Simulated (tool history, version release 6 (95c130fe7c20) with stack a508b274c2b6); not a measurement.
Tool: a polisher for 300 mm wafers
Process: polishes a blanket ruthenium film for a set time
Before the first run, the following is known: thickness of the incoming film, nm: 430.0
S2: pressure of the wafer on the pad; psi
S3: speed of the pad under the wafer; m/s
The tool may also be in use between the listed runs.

Run 1, hour 0.0: flow of slurry (ml/min) 240, S2 1.7 psi, S3 0.86 m/s, polishing time (s) 36. Result: film removed (Å) 293.86.
Run 2, hour 1.6: flow of slurry (ml/min) 240, S2 1.7 psi, S3 0.86 m/s, polishing time (s) 32. Result: film removed (Å) 259.41.
Run 3, hour 7.0: flow of slurry (ml/min) 235, S2 1.7 psi, S3 0.86 m/s, polishing time (s) 32. Result: film removed (Å) 262.38.
Run 4, hour 14.1: flow of slurry (ml/min) 230, S2 1.7 psi, S3 0.86 m/s, polishing time (s) 32. Result: film removed (Å) 263.64.
Run 5, hour 21.0: flow of slurry (ml/min) 230, S2 1.7 psi, S3 0.96 m/s, polishing time (s) 32. Result: film removed (Å) 285.60.
Run 6, hour 22.3: flow of slurry (ml/min) 230, S2 1.5 psi, S3 0.96 m/s, polishing time (s) 32. Result: film removed (Å) 256.03.
Run 7, hour 30.6: flow of slurry (ml/min) 230, S2 1.5 psi, S3 0.96 m/s, polishing time (s) 32. Result: film removed (Å) 255.58.
Run 8, hour 33.9: flow of slurry (ml/min) 225, S2 1.5 psi, S3 0.96 m/s, polishing time (s) 32. Result: film removed (Å) 253.83.
Run 9, hour 36.6: flow of slurry (ml/min) 205, S2 1.3 psi, S3 0.96 m/s, polishing time (s) 32. Result: film removed (Å) 219.95.
Run 10, hour 39.6: flow of slurry (ml/min) 210, S2 1.3 psi, S3 0.96 m/s, polishing time (s) 32. Result: film removed (Å) 220.90.
Run 11, hour 43.0: flow of slurry (ml/min) 215, S2 1.3 psi, S3 0.96 m/s, polishing time (s) 32. Result: film removed (Å) 222.21.
Run 12, hour 48.6: flow of slurry (ml/min) 220, S2 1.3 psi, S3 0.96 m/s, polishing time (s) 32. Result: film removed (Å) 220.45.

Run 13, settings as shown, results not yet in. Your forecast:
Run 13, hour 51.3: flow of slurry (ml/min) 225, S2 1.3 psi, S3 0.96 m/s, polishing time (s) 32. Result: film removed (Å) ?.

For run 13 the tool returned film removed (Å) 221.84.
